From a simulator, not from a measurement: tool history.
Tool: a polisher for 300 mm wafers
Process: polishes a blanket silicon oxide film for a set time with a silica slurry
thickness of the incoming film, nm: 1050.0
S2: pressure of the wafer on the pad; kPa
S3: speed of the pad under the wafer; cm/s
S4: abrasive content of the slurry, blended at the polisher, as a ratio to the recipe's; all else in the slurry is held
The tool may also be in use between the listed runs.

Run 1, hour 0: flow of slurry (ml/min) 275, S2 34.5 kPa, S3 142 cm/s, S4 1, polishing time (s) 81. Result: film removed (nm) 359.92.
Run 2, hour 7.9: flow of slurry (ml/min) 275, S2 34.5 kPa, S3 142 cm/s, S4 1.15, polishing time (s) 81. Result: film removed (nm) 387.84.
Run 3, hour 17: flow of slurry (ml/min) 275, S2 37.2 kPa, S3 142 cm/s, S4 1.15, polishing time (s) 81. Result: film removed (nm) 415.66.
Run 4, hour 18.3: flow of slurry (ml/min) 275, S2 37.2 kPa, S3 142 cm/s, S4 1.15, polishing time (s) 81. Result: film removed (nm) 415.44.
At hour 25.1: slurry nozzle cleaned.
Run 5, hour 25.1: flow of slurry (ml/min) 275, S2 39.3 kPa, S3 142 cm/s, S4 1.15, polishing time (s) 81. Result: film removed (nm) 459.17.
Run 6, hour 25.9: flow of slurry (ml/min) 275, S2 40.7 kPa, S3 142 cm/s, S4 1.15, polishing time (s) 81. Result: film removed (nm) 470.1.
Run 7, hour 28.6: flow of slurry (ml/min) 275, S2 42.1 kPa, S3 142 cm/s, S4 1.15, polishing time (s) 81. Result: film removed (nm) 502.4.
Run 8, hour 31.3: flow of slurry (ml/min) 275, S2 42.7 kPa, S3 142 cm/s, S4 1.15, polishing time (s) 81. Result: film removed (nm) 493.98.

The next listed run, before its measurement:
Run 9, hour 34.1: flow of slurry (ml/min) 275, S2 44.1 kPa, S3 142 cm/s, S4 1.15, polishing time (s) 81. Result: film removed (nm) ?.

film removed (nm): 505.38

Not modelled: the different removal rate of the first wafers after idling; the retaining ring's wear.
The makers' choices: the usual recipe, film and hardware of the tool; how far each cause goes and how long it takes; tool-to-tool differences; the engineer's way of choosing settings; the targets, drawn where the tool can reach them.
